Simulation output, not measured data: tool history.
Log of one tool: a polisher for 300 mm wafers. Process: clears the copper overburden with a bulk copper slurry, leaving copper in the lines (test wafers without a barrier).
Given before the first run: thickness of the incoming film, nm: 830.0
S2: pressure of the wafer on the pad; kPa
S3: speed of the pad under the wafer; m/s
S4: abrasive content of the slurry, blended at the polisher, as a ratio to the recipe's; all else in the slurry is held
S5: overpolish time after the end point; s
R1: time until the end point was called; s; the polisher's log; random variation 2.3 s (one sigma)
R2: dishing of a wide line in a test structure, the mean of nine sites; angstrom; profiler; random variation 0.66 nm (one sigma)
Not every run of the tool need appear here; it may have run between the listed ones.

Run 1, day 0: flow of slurry (ml/min) 305, S2 13.1 kPa, S3 1.3 m/s, S4 1, S5 16 s. Result: R1 109.7 s, R2 576.01 angstrom.
Run 2, day 0.296: flow of slurry (ml/min) 305, S2 13.1 kPa, S3 1.3 m/s, S4 1, S5 10 s. Result: R1 115.03 s, R2 411.07 angstrom.
Run 3, day 0.446: flow of slurry (ml/min) 305, S2 12.4 kPa, S3 1.34 m/s, S4 1, S5 9 s. Result: R1 112.06 s, R2 373.87 angstrom.
Run 4, day 0.625: flow of slurry (ml/min) 360, S2 12.4 kPa, S3 1.34 m/s, S4 1, S5 9 s. Result: R1 112.53 s, R2 386.88 angstrom.
Run 5, day 0.912: flow of slurry (ml/min) 355, S2 11.7 kPa, S3 1.38 m/s, S4 1, S5 8 s. Result: R1 119.75 s, R2 362.44 angstrom.
Run 6, day 1.088: flow of slurry (ml/min) 325, S2 11.7 kPa, S3 1.38 m/s, S4 1, S5 7 s. Result: R1 113.23 s, R2 318.45 angstrom.

Estimate the outcome of run 7 from the log above:
Run 7, day 1.283: flow of slurry (ml/min) 320, S2 11 kPa, S3 1.38 m/s, S4 1, S5 7 s. Result: R1 ?, R2 ?.

{"run 7": {"R1": 119.46, "R2": 300.12}}

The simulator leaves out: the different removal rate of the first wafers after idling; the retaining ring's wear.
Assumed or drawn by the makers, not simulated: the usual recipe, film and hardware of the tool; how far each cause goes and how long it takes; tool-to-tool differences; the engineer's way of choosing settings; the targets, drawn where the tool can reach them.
